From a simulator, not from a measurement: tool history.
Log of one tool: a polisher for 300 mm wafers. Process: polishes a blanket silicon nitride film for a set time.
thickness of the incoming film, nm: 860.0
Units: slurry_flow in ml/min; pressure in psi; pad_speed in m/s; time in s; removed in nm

run    day  slurry_flow  pressure  pad_speed  time  removed
  1      0          255         3       1.32    41   73.899
  2  0.288          210         3       1.32    41   73.609
  3  0.367          210       2.9       1.32    41   70.699
  4  0.667          210       2.4       1.32    41   59.904
  5  0.829          210       1.9       1.32    41   47.164
  6  1.062          185       1.9       1.32    41    46.62
  7  1.088          200       2.1       1.32    41    51.33
  8  1.229          200       2.3       1.32    41   55.811
  9  1.412          200       2.4       1.32    41   58.594

Forecast run 10:
 10  1.708          200       2.5       1.32    41        ?

removed: 61.918 nm
